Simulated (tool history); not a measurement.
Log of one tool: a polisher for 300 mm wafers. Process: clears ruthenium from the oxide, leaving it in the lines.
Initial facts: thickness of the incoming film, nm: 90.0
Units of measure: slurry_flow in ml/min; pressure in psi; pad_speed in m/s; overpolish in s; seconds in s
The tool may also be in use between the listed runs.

{"run": 1, "hour": 0.0, "slurry_flow": 290, "pressure": 1.6, "pad_speed": 1.26, "overpolish": 36, "seconds": 80.135}
{"run": 2, "hour": 3.4, "slurry_flow": 330, "pressure": 1.6, "pad_speed": 1.26, "overpolish": 36, "seconds": 78.051}
{"run": 3, "hour": 11.9, "slurry_flow": 330, "pressure": 1.6, "pad_speed": 1.26, "overpolish": 38, "seconds": 79.307}
{"run": 4, "hour": 18.5, "slurry_flow": 370, "pressure": 1.6, "pad_speed": 1.26, "overpolish": 38, "seconds": 78.104}
{"run": 5, "hour": 20.2, "slurry_flow": 370, "pressure": 1.5, "pad_speed": 1.26, "overpolish": 38, "seconds": 83.024}
{"run": 6, "hour": 23.3, "slurry_flow": 430, "pressure": 1.5, "pad_speed": 1.26, "overpolish": 38, "seconds": 80.217}
{"hour": 31.4, "done": "slurry nozzle cleaned"}
{"run": 7, "hour": 31.4, "slurry_flow": 425, "pressure": 1.4, "pad_speed": 1.26, "overpolish": 38, "seconds": 84.725}
{"run": 8, "hour": 34.2, "slurry_flow": 420, "pressure": 1.4, "pad_speed": 1.26, "overpolish": 38, "seconds": 86.216}
{"run": 9, "hour": 36.8, "slurry_flow": 415, "pressure": 1.4, "pad_speed": 1.26, "overpolish": 38, "seconds": 85.822}
{"run": 10, "hour": 38.8, "slurry_flow": 410, "pressure": 1.4, "pad_speed": 1.26, "overpolish": 38, "seconds": 85.898}

Predict the results of run 11:
{"run": 11, "hour": 40.6, "slurry_flow": 405, "pressure": 1.4, "pad_speed": 1.26, "overpolish": 38, "seconds": "?"}

seconds: 85.600 s
